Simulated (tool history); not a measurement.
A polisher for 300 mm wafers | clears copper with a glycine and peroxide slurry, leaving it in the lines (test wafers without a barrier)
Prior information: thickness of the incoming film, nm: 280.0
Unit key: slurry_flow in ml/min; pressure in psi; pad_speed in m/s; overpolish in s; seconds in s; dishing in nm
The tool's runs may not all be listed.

run  hour  slurry_flow  pressure  pad_speed  overpolish  seconds  dishing
  1   0.0          175       1.6       0.98          21   65.878   49.756
  2   1.2          175       1.5       0.96          22   69.659   49.958
  3   2.9          175       1.4       0.96          22   71.637   47.184
  4  10.2          175       1.3       0.94          23   73.607   47.009
  5  16.3          175       1.2       0.90          24   81.669   47.120
  6  19.4          175       1.6       0.90          24   71.369   50.892
  7  25.1          175       1.4       0.88          24   77.119   48.552
  8  29.7          175       1.3       0.88          24   78.074   47.204

Forecast run 9:
  9  31.7          175       1.2       0.86          24        ?        ?

seconds: 82.059 s
dishing: 46.012 nm

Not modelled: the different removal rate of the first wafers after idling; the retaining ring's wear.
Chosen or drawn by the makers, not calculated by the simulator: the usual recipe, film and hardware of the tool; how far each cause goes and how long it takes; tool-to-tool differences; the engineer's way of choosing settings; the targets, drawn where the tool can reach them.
